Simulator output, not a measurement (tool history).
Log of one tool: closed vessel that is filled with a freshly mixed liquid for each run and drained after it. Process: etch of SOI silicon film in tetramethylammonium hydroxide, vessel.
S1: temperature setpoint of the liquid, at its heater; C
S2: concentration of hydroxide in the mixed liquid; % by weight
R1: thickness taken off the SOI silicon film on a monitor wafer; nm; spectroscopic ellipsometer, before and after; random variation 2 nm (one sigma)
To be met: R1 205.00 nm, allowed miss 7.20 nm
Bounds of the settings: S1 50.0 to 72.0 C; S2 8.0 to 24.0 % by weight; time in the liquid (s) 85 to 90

{"run": 1, "day": 0.0, "S1": 59.0, "S2": 16.0, "time in the liquid (s)": 85, "R1": 269.6}
{"run": 2, "day": 0.35, "S1": 58.0, "S2": 16.0, "time in the liquid (s)": 85, "R1": 254.48}
{"run": 3, "day": 0.492, "S1": 57.0, "S2": 16.0, "time in the liquid (s)": 85, "R1": 237.6}
{"run": 4, "day": 0.808, "S1": 56.5, "S2": 16.0, "time in the liquid (s)": 85, "R1": 228.81}
{"run": 5, "day": 1.133, "S1": 56.5, "S2": 16.0, "time in the liquid (s)": 90, "R1": 242.42}
{"run": 6, "day": 1.367, "S1": 60.0, "S2": 16.0, "time in the liquid (s)": 90, "R1": 305.79}
{"run": 7, "day": 1.554, "S1": 58.5, "S2": 16.0, "time in the liquid (s)": 90, "R1": 278.8}
{"day": 1.829, "done": "hydroxide flow meter replaced"}
{"run": 8, "day": 1.829, "S1": 57.0, "S2": 16.0, "time in the liquid (s)": 90, "R1": 257.19}
{"run": 9, "day": 2.129, "S1": 56.0, "S2": 16.0, "time in the liquid (s)": 90, "R1": 248.47}
{"run": 10, "day": 2.262, "S1": 55.0, "S2": 16.0, "time in the liquid (s)": 90, "R1": 228.98}

Which of these 5 next moves meets every target?
{"run": "A", "day": 2.396, "S1": 54.5, "S2": 17.0, "time in the liquid (s)": 90, "R1": "?"}
{"run": "B", "day": 2.396, "S1": 58.0, "S2": 17.5, "time in the liquid (s)": 90, "R1": "?"}
{"run": "C", "day": 2.396, "S1": 53.0, "S2": 15.5, "time in the liquid (s)": 90, "R1": "?"}
{"run": "D", "day": 2.396, "S1": 57.0, "S2": 14.5, "time in the liquid (s)": 85, "R1": "?"}
{"run": "E", "day": 2.396, "S1": 56.0, "S2": 14.5, "time in the liquid (s)": 90, "R1": "?"}

move=A R1=216.49
move=B R1=268.02
move=C R1=202.81
move=D R1=255.44
move=E R1=253.68
A: nearer than the last run, and not there yet
B: further off than the last run
C: meets every target
D: further off than the last run
E: further off than the last run
Move C is the one to make.
